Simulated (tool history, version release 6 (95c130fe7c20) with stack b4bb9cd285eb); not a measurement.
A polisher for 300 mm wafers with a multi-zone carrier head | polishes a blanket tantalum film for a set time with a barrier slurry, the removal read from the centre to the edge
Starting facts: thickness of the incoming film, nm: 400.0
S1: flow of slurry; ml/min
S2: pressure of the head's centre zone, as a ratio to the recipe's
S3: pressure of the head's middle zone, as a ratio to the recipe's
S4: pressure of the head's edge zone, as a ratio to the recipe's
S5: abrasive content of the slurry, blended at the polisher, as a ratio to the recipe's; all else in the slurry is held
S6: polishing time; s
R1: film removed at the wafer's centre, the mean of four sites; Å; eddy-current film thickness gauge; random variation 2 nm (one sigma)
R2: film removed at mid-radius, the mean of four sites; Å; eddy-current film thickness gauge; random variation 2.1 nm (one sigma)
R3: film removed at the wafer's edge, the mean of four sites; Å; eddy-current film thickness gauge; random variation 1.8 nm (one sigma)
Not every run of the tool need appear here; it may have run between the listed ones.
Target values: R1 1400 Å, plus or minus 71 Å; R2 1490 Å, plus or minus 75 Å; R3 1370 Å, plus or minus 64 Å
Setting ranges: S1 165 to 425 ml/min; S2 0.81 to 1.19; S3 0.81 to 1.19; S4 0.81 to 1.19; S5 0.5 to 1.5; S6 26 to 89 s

run,hour,S1,S2,S3,S4,S5,S6,R1,R2,R3
1,0,275,1,1,1,1,57,1166.2,1104.9,1099.9
2,8.2,275,1.05,1,1,1,57,1228.1,1109.8,1104.5
3,9.3,275,1.05,0.95,1,1,57,1246.6,1068.3,1101.5
4,14.3,250,1.05,0.95,1,1,57,1240.6,1049.9,1099.2
5,21.7,250,1.05,0.9,1,1,57,1203.9,1026.8,1099.8
6,26.9,185,1.05,0.9,1,1,57,1191.5,976.63,1075
7,32.2,200,1.03,0.94,1.01,1.1,58,1221.4,1066.8,1133.6
8,34.9,210,1.02,0.97,1.02,1.15,59,1232.8,1122.9,1176.1
9,37.3,220,1.02,1,1.02,1.2,59,1267.1,1180.5,1181.1
10,43.7,225,1.02,1.02,1.03,1.25,60,1305.7,1244,1203.3
11,48.8,225,1.02,1.02,1.03,1.25,60,1343.4,1232.5,1222.6
# hour 54.5: centre zone pressure recalibrated
12,54.5,235,0.98,1.12,1.1,1.5,61,1248,1379,1342.7
13,61.6,235,0.99,1.13,1.09,1.5,61,1240.5,1409.8,1282.5
14,66.4,235,1,1.13,1.09,1.5,62,1262.3,1423.1,1335.9

Pick the move, out of 5, that brings all results within their allowed miss; only one does.
A,71.2,280,1.1,1.19,1.08,1.5,57,?,?,?
B,71.2,255,1.03,1.19,0.94,1.4,62,?,?,?
C,71.2,190,1.06,1.1,1.03,1.3,69,?,?,?
D,71.2,230,0.91,1.19,1.1,1.45,64,?,?,?
E,71.2,210,1.03,1.19,0.92,1.5,62,?,?,?

move,R1,R2,R3
A,1363.7,1424.5,1260.8
B,1353.9,1513.6,1254.9
C,1461.9,1497.7,1397.2
D,1225.4,1554.7,1395.2
E,1336,1497.5,1236.7
A: the worst result of the last run now meets its target, but another is out of spec
B: the worst result of the last run now meets its target, but another is out of spec
C: all results in spec
D: lands further from the targets than the last run did
E: the worst result of the last run now meets its target, but another is out of spec
C meets every target.
